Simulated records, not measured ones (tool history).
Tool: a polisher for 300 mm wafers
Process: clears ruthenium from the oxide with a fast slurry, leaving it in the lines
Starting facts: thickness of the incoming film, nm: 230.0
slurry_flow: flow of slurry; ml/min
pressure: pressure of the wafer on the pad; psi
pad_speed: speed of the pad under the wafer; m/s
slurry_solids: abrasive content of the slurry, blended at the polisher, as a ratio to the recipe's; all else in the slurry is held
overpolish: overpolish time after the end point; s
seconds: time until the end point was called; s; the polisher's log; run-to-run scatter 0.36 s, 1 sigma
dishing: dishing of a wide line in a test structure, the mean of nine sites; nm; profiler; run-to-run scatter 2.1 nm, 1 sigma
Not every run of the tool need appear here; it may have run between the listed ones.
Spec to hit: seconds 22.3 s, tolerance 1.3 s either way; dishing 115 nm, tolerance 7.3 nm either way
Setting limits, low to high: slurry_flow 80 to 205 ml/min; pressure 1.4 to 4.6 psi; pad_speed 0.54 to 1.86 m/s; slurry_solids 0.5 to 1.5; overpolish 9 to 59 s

run,hour,slurry_flow,pressure,pad_speed,slurry_solids,overpolish,seconds,dishing
1,0,135,3,1.18,1,30,39.15,101.93
2,0.7,135,2.4,1.18,1,30,48.373,90.5
3,3.4,135,2.8,1.18,1,30,41.462,98.034
4,9.9,135,3.5,1.18,1,30,33.398,108.3
5,18.7,135,3.5,1.18,1,40,33.696,133.18
6,21.3,135,3.7,1.18,1,36,32.344,123.66
7,25.7,135,3.9,1.2,1,33,30.915,124.68
8,30.8,135,4.1,1.24,1,29,28.026,125.7
9,35.9,140,4.2,1.26,1,26,26.119,118.29
10,44.7,145,4.3,1.26,1,25,25.099,120.9
11,52.3,150,4.4,1.26,1,24,24.041,114.48
12,54.8,155,4.5,1.26,1,24,24.55,116.7

Which one of the following 4 next-run settings gets every result inside its allowed miss? There is exactly one.
A,57.3,180,4.6,0.96,1.2,22,?,?
B,57.3,140,4,1.32,1.05,25,?,?
C,57.3,170,4.6,1.24,1.25,21,?,?
D,57.3,140,4.1,1.26,1.1,19,?,?

move,seconds,dishing
A,29.087,101.81
B,26.38,116.58
C,22.564,115.39
D,26.536,98.267
A: its largest miss is bigger than the last run's
B: its largest miss is bigger than the last run's
C: all results in spec
D: its largest miss is bigger than the last run's
Answer: C
